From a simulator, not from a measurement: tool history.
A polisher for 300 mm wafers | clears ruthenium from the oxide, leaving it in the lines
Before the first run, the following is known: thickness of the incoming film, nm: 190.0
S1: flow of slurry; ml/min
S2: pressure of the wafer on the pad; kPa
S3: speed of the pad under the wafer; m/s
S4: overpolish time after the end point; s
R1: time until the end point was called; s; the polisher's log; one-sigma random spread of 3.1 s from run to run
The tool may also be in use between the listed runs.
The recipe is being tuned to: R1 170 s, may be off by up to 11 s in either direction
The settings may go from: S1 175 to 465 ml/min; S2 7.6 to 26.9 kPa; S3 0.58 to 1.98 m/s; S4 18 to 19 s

run 1 hour=0 | S1=295 S2=17.2 S3=1.28 S4=18 | R1=109.97
run 2 hour=2.3 | S1=365 S2=17.2 S3=1.28 S4=18 | R1=111.33
run 3 hour=5.4 | S1=365 S2=20 S3=1.28 S4=18 | R1=97.839
run 4 hour=7.2 | S1=410 S2=20 S3=1.28 S4=18 | R1=99.564
run 5 hour=15 | S1=410 S2=19.3 S3=1.26 S4=18 | R1=100.29
run 6 hour=19.2 | S1=410 S2=19.3 S3=1.46 S4=18 | R1=91.727
run 7 hour=23.5 | S1=405 S2=14.5 S3=1.3 S4=18 | R1=128.68
run 8 hour=31.9 | S1=405 S2=9.7 S3=1.22 S4=18 | R1=188.41

Exactly one of the 5 candidate moves below puts every result within its allowed miss. Which one?
run A hour=40.3 | S1=465 S2=8.3 S3=1.64 S4=18 | R1=?
run B hour=40.3 | S1=440 S2=7.6 S3=1.28 S4=18 | R1=?
run C hour=40.3 | S1=380 S2=9 S3=1.14 S4=18 | R1=?
run D hour=40.3 | S1=420 S2=9.7 S3=1.06 S4=18 | R1=?
run E hour=40.3 | S1=400 S2=9.7 S3=1.12 S4=18 | R1=?

move=A R1=170.33
move=B R1=225.7
move=C R1=218.41
move=D R1=216.01
move=E R1=207.45
A: meets every target
B: moves away from the targets compared with the last run
C: moves away from the targets compared with the last run
D: moves away from the targets compared with the last run
E: moves away from the targets compared with the last run
So the answer is move A, the one that meets all the targets.
